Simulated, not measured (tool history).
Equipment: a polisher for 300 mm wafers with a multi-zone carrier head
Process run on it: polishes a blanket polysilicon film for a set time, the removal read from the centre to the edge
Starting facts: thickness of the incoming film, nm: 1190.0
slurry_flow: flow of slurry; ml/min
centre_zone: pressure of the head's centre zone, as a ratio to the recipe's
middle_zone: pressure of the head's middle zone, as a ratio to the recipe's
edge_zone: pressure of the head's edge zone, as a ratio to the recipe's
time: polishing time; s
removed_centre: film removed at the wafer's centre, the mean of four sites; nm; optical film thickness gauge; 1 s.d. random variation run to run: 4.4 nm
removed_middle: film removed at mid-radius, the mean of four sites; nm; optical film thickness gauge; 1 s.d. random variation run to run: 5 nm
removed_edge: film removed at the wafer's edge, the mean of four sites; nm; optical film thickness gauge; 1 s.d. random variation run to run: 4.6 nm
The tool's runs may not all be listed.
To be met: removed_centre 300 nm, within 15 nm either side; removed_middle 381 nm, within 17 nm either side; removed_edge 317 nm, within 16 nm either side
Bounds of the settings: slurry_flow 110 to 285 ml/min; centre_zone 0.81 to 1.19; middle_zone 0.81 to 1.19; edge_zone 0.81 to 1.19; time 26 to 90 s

run	hour	slurry_flow	centre_zone	middle_zone	edge_zone	time	removed_centre	removed_middle	removed_edge
1	0	180	1	1	1	58	381.28	400.06	387.17
2	1.2	180	1	0.96	1	58	372.74	383.14	391.45
3	3.9	155	1	0.96	1	58	368.97	376.82	377.66
4	11.2	175	1	0.96	1	58	376.88	380.49	383.78
5	15.2	175	1	0.96	1.06	58	369.97	387.27	393.39
6	20.6	165	0.98	1.01	1.04	55	340	375.19	374.91
7	23.6	160	0.97	1.06	0.99	53	331.54	369.91	346.75
8	28.9	155	0.95	1.1	0.97	52	314.88	376.65	341.95

Which one of the following 5 next-run settings gets every result inside its allowed miss? There is exactly one.
A	34.2	175	0.98	1.14	0.89	51	?	?	?
B	34.2	165	0.92	0.95	0.94	58	?	?	?
C	34.2	120	0.96	1.13	1.05	57	?	?	?
D	34.2	150	0.98	1.13	1.02	53	?	?	?
E	34.2	125	0.96	1.19	0.94	52	?	?	?

move	removed_centre	removed_middle	removed_edge
A	329.88	380.29	326.22
B	349.9	366.44	378.39
C	328.26	386.81	370.92
D	331.18	380.29	353.64
E	303.5	373.28	323.11
A: puts the biggest miss on target and leaves a different result outside tolerance
B: further off than the last run
C: further off than the last run
D: further off than the last run
E: every result lands within tolerance
So the answer is move E, the one that meets all the targets.

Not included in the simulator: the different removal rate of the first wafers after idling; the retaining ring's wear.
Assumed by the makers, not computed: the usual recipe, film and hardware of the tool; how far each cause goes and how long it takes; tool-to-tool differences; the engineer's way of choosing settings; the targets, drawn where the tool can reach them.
